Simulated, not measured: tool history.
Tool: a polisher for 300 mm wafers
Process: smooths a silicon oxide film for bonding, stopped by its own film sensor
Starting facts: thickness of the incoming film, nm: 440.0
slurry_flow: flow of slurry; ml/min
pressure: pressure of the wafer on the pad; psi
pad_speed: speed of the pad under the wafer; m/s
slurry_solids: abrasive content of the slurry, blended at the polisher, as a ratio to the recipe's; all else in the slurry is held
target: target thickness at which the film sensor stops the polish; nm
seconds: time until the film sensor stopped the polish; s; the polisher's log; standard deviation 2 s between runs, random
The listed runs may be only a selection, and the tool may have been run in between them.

{"run": 1, "hour": 0.0, "slurry_flow": 240, "pressure": 2.3, "pad_speed": 0.88, "slurry_solids": 1, "target": 390, "seconds": 73.714}
{"run": 2, "hour": 2.6, "slurry_flow": 240, "pressure": 2.1, "pad_speed": 0.86, "slurry_solids": 1, "target": 390, "seconds": 80.638}
{"run": 3, "hour": 9.7, "slurry_flow": 240, "pressure": 1.9, "pad_speed": 0.84, "slurry_solids": 1, "target": 390, "seconds": 91.052}
{"run": 4, "hour": 12.3, "slurry_flow": 240, "pressure": 1.9, "pad_speed": 0.7, "slurry_solids": 1, "target": 390, "seconds": 100.99}
{"run": 5, "hour": 20.4, "slurry_flow": 195, "pressure": 1.9, "pad_speed": 0.7, "slurry_solids": 1, "target": 390, "seconds": 102.89}
{"run": 6, "hour": 24.1, "slurry_flow": 195, "pressure": 1.8, "pad_speed": 0.7, "slurry_solids": 1, "target": 390, "seconds": 106.6}
{"run": 7, "hour": 26.3, "slurry_flow": 195, "pressure": 1.7, "pad_speed": 0.7, "slurry_solids": 1, "target": 390, "seconds": 110.88}
{"run": 8, "hour": 29.3, "slurry_flow": 195, "pressure": 1.6, "pad_speed": 0.7, "slurry_solids": 1, "target": 390, "seconds": 119.21}

What will run 9 give?
{"run": 9, "hour": 33.2, "slurry_flow": 195, "pressure": 1.5, "pad_speed": 0.7, "slurry_solids": 1, "target": 390, "seconds": "?"}

Run 9 came out at seconds 124.54 s.
